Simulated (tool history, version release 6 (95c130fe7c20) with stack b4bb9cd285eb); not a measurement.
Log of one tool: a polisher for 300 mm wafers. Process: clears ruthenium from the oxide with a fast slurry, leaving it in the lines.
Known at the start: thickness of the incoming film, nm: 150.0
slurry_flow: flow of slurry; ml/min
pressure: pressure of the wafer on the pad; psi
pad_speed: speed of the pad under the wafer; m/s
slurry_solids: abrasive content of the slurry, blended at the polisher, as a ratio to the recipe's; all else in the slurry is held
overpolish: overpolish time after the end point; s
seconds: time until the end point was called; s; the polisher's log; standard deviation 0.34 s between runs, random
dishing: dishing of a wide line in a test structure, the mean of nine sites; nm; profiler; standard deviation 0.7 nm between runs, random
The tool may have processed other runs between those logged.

run,hour,slurry_flow,pressure,pad_speed,slurry_solids,overpolish,seconds,dishing
1,0,195,3.1,0.88,1,29,30.399,40.736
2,2.3,195,3.2,0.88,1,27,30.471,42.146
3,3,200,3.1,0.94,1.05,25,28.429,41.294
4,11.2,200,3.1,0.98,1.05,23,27.372,40.855
5,16.6,200,3.1,0.98,0.85,23,28.979,40.388
6,20.6,200,3.2,1,0.8,21,28.97,39.128
7,21.5,200,3.3,1,0.8,20,28.341,40.275
8,30.3,200,3.3,1.04,0.8,19,27.754,38.678
9,31.1,200,3.4,1.04,0.8,18,26.134,39.282
10,34.3,200,3.5,1.04,0.8,17,26.51,36.946

Run 11 has not been measured yet. What should we expect?
11,39.2,200,3.6,1.06,0.8,18,?,?

{"run 11": {"seconds": 24.843, "dishing": 39.903}}
